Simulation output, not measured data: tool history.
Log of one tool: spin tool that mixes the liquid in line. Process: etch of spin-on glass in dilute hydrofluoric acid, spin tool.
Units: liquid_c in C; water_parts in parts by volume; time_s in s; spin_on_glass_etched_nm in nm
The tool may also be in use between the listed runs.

Run 1, hour 0.0: liquid_c 21.0 C, water_parts 180 parts by volume, time_s 40 s. Result: spin_on_glass_etched_nm 7.2892 nm.
Run 2, hour 4.1: liquid_c 22.5 C, water_parts 180 parts by volume, time_s 40 s. Result: spin_on_glass_etched_nm 7.5754 nm.
Run 3, hour 10.6: liquid_c 22.5 C, water_parts 180 parts by volume, time_s 40 s. Result: spin_on_glass_etched_nm 7.7162 nm.
Run 4, hour 14.2: liquid_c 24.0 C, water_parts 145 parts by volume, time_s 40 s. Result: spin_on_glass_etched_nm 10.4210 nm.
Run 5, hour 21.0: liquid_c 27.0 C, water_parts 145 parts by volume, time_s 40 s. Result: spin_on_glass_etched_nm 11.8370 nm.
Run 6, hour 29.4: liquid_c 27.5 C, water_parts 125 parts by volume, time_s 40 s. Result: spin_on_glass_etched_nm 14.3230 nm.
Run 7, hour 33.6: liquid_c 28.0 C, water_parts 110 parts by volume, time_s 40 s. Result: spin_on_glass_etched_nm 17.2690 nm.
Run 8, hour 41.5: liquid_c 28.5 C, water_parts 105 parts by volume, time_s 40 s. Result: spin_on_glass_etched_nm 18.1550 nm.
Run 9, hour 49.9: liquid_c 28.5 C, water_parts 100 parts by volume, time_s 40 s. Result: spin_on_glass_etched_nm 19.3560 nm.
Run 10, hour 57.2: liquid_c 29.0 C, water_parts 80 parts by volume, time_s 40 s. Result: spin_on_glass_etched_nm 24.8910 nm.
Run 11, hour 59.8: liquid_c 28.0 C, water_parts 80 parts by volume, time_s 40 s. Result: spin_on_glass_etched_nm 24.2950 nm.

Forecast run 12:
Run 12, hour 63.2: liquid_c 27.0 C, water_parts 80 parts by volume, time_s 40 s. Result: spin_on_glass_etched_nm ?.

{"run 12": {"spin_on_glass_etched_nm": 23.141}}
